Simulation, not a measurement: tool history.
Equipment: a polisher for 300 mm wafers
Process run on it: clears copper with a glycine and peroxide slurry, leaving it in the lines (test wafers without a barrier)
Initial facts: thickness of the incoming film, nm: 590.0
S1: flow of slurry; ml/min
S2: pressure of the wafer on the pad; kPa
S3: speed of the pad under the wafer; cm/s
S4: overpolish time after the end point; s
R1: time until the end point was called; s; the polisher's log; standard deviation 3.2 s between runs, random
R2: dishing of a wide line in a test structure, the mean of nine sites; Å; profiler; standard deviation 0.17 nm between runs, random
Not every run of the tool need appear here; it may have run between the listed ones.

run 1 hour=0 | S1=250 S2=17.9 S3=90 S4=10 | R1=140.16 R2=321.04
run 2 hour=2.9 | S1=250 S2=17.9 S3=90 S4=6 | R1=138.74 R2=204.09
run 3 hour=4.6 | S1=250 S2=17.9 S3=68 S4=6 | R1=174.84 R2=159.92
run 4 hour=10.9 | S1=260 S2=17.2 S3=66 S4=5 | R1=175.07 R2=125.79
run 5 hour=12.8 | S1=265 S2=16.5 S3=66 S4=5 | R1=181.86 R2=128.68
run 6 hour=21.5 | S1=215 S2=16.5 S3=66 S4=5 | R1=183.82 R2=123.81
run 7 hour=29 | S1=215 S2=15.9 S3=66 S4=5 | R1=194.89 R2=117.86
run 8 hour=35.8 | S1=215 S2=15.2 S3=66 S4=3 | R1=197.23 R2=69.362

Predict the results of run 9:
run 9 hour=40.2 | S1=210 S2=16.5 S3=58 S4=5 | R1=? R2=?

R1: 200.74 s
R2: 109.3 Å
